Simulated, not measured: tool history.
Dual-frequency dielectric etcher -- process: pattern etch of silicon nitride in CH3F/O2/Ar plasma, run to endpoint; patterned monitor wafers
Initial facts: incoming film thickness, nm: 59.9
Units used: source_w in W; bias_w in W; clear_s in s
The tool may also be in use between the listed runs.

{"run": 1, "hour": 0.0, "source_w": 400, "bias_w": 92, "clear_s": 71.717}
{"run": 2, "hour": 1.9, "source_w": 400, "bias_w": 84, "clear_s": 74.089}
{"run": 3, "hour": 8.2, "source_w": 360, "bias_w": 84, "clear_s": 77.481}
{"run": 4, "hour": 9.1, "source_w": 360, "bias_w": 71, "clear_s": 81.536}
{"run": 5, "hour": 14.6, "source_w": 360, "bias_w": 58, "clear_s": 85.081}
{"run": 6, "hour": 19.5, "source_w": 290, "bias_w": 58, "clear_s": 94.476}
{"run": 7, "hour": 26.3, "source_w": 340, "bias_w": 62, "clear_s": 86.7}
{"run": 8, "hour": 35.0, "source_w": 380, "bias_w": 66, "clear_s": 81.595}
{"run": 9, "hour": 40.0, "source_w": 460, "bias_w": 84, "clear_s": 69.398}

Forecast run 10:
{"run": 10, "hour": 41.6, "source_w": 480, "bias_w": 85, "clear_s": "?"}

clear_s: 68.192 s
